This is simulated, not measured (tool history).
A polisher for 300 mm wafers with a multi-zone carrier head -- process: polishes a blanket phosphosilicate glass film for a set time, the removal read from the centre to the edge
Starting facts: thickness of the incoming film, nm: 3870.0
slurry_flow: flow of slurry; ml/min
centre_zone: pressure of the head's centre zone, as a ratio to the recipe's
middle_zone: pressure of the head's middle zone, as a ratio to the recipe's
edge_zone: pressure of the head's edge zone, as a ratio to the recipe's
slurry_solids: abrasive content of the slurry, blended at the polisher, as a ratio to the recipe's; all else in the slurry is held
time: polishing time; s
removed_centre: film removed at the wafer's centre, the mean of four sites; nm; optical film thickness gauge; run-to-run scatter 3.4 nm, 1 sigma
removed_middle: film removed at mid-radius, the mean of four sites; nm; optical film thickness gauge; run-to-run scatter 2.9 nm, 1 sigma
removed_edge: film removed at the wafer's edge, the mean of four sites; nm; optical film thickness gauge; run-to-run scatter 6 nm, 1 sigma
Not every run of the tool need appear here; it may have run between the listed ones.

run,hour,slurry_flow,centre_zone,middle_zone,edge_zone,slurry_solids,time,removed_centre,removed_middle,removed_edge
1,0,260,1,1,1,1,57,338.2,333.45,336.77
2,5.8,260,1.07,1,1,1,57,371.78,336.23,328.08
3,7.9,280,1.03,1.07,1.02,1.1,57,371.33,373.09,360.47
4,13.5,280,1.03,1.07,1.07,1.1,57,368.57,371.37,367.44
5,14.3,280,1.03,1.07,1.1,1.1,57,370.03,374.4,356.19
6,22.7,280,1,1.11,1.13,1.2,58,377.67,410.7,395.3
7,30.9,280,1,1.11,1.13,1.2,58,381.52,407.6,391.39
8,32.9,280,1,1.11,1.13,1.2,58,383.03,407.49,396.21
9,33.6,315,0.97,1.14,1.07,1.2,59,378.07,433.23,390.3
10,42.4,315,0.96,1.16,1.08,1.25,59,381.6,450.43,407.77

Predict the results of run 11:
11,44.9,320,0.95,1.17,1.08,1.25,59,?,?,?

{"run 11": {"removed_centre": 382.32, "removed_middle": 447.93, "removed_edge": 396.02}}

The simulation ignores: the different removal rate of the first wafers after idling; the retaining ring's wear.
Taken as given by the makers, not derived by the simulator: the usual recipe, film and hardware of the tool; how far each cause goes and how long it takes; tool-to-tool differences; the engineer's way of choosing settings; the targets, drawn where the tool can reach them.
